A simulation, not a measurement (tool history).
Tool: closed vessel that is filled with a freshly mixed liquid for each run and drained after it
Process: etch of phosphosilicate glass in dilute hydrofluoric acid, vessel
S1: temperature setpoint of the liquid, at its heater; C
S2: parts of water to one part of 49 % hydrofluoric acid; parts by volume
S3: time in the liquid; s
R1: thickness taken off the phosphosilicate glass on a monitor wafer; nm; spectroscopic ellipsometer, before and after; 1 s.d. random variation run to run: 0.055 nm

run  hour    S1   S2  S3       R1
  1   0.0  25.0  220  30  13.7550
  2   3.4  22.5  250  30  10.7370
  3   7.1  22.5  250  30  10.7110
  4  12.8  22.5  325  30   7.7158
  5  20.0  21.0  325  30   7.3320
  6  28.3  24.5  325  30   8.3150
  7  32.4  22.5  325  30   7.6598
  8  39.9  21.0  325  30   7.2834

Run 9 is up next; what results do you expect?
  9  41.3  20.0  325  30   ?

Run 9 produced R1 6.9316 nm.

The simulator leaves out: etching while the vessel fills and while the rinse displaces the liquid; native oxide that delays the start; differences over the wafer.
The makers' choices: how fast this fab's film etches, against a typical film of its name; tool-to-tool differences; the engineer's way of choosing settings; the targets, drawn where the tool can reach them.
